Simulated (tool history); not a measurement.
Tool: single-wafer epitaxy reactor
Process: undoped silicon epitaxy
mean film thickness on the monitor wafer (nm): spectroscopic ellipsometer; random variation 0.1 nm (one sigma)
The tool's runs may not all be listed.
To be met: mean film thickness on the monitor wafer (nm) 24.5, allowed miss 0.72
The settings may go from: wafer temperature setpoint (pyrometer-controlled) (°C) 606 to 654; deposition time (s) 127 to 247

run,hour,wafer temperature setpoint (pyrometer-controlled) (°C),deposition time (s),mean film thickness on the monitor wafer (nm)
1,0,630,187,19.182
2,5.3,632,187,20.136
3,10,624,187,17.047
4,17.4,627,188,18.26
5,20.4,627,166,16.105
6,26.5,627,157,15.179
7,32.9,631,158,16.559
8,37.5,635,159,18.058
9,38.9,638,159,19.283
10,40.1,638,159,19.194
11,46.2,640,159,20.152
12,49.1,642,159,20.731

4 next moves are on the table. One of them brings every result within its allowed miss. Which?
A,52,645,164,?
B,52,652,155,?
C,52,647,190,?
D,52,644,166,?

move,mean film thickness on the monitor wafer (nm)
A,22.786
B,24.656
C,27.444
D,22.619
A: nearer than the last run, and not there yet
B: meets every target
C: takes the result that was furthest off past its target
D: nearer than the last run, and not there yet
Move B is the one to make.

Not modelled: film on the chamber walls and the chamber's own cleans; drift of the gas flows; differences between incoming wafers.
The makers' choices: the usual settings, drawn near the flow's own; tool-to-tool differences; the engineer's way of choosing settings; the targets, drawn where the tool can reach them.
